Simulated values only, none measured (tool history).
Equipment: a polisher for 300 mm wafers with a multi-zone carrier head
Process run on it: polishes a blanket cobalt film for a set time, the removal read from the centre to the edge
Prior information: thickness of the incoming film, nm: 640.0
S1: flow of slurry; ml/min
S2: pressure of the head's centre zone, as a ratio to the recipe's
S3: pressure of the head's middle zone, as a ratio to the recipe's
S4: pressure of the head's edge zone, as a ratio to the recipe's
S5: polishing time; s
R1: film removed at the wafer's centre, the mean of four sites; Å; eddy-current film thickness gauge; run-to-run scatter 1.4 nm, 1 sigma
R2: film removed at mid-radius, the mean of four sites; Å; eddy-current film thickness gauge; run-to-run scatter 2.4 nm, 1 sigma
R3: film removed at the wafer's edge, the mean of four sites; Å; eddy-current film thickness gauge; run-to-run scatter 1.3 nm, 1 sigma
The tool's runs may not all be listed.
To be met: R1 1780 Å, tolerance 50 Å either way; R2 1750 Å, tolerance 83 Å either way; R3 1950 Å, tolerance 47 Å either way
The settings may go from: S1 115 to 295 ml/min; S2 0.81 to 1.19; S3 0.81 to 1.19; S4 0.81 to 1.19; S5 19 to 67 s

run  hour   S1    S2    S3    S4  S5      R1      R2      R3
  1     0  190     1     1     1  43  1449.8  1435.4  1435.8
  2   3.3  195     1     1  1.02  44  1517.5  1498.9  1496.1
  3   5.6  195  1.05     1  1.02  44  1555.3  1483.4  1467.6
  4  10.3  195  0.98     1  1.02  44  1476.7  1486.1  1487.4
  5  15.5  200  0.97  0.99  1.04  45  1507.8  1519.1    1511
  6  17.8  190  0.96  0.98  1.04  46  1533.6  1504.2  1575.2
  7  19.8  190  0.95  0.98  1.05  47  1535.9  1533.4  1589.2
     25.8  -- centre zone pressure recalibrated
  8  25.8  190  0.94  0.98  1.06  48  1521.6  1590.3  1636.1
  9  28.2  190  0.94  0.97  1.07  49  1563.1  1589.4  1678.7
 10  29.3  195  0.94  0.97  1.08  50  1565.7  1584.2  1747.3

Exactly one of the 4 candidate moves below puts every result within its allowed miss. Which one?
  A  30.4  210  0.98  0.95  1.13  54   ?   ?   ?
  B  30.4  250  0.92  0.83  1.19  52   ?   ?   ?
  C  30.4  190  0.93  0.85  1.19  54   ?   ?   ?
  D  30.4  160  0.97  0.93  1.19  58   ?   ?   ?

move      R1      R2      R3
   A  1764.8  1738.1  1938.1
   B  1674.5  1532.6  1954.4
   C  1676.1  1560.2  1970.2
   D  1785.2  1748.5  2065.3
A: in spec on every target
B: puts the biggest miss on target and leaves a different result outside tolerance
C: puts the biggest miss on target and leaves a different result outside tolerance
D: takes the biggest miss from the last run beyond its target
Move A is the one to make.

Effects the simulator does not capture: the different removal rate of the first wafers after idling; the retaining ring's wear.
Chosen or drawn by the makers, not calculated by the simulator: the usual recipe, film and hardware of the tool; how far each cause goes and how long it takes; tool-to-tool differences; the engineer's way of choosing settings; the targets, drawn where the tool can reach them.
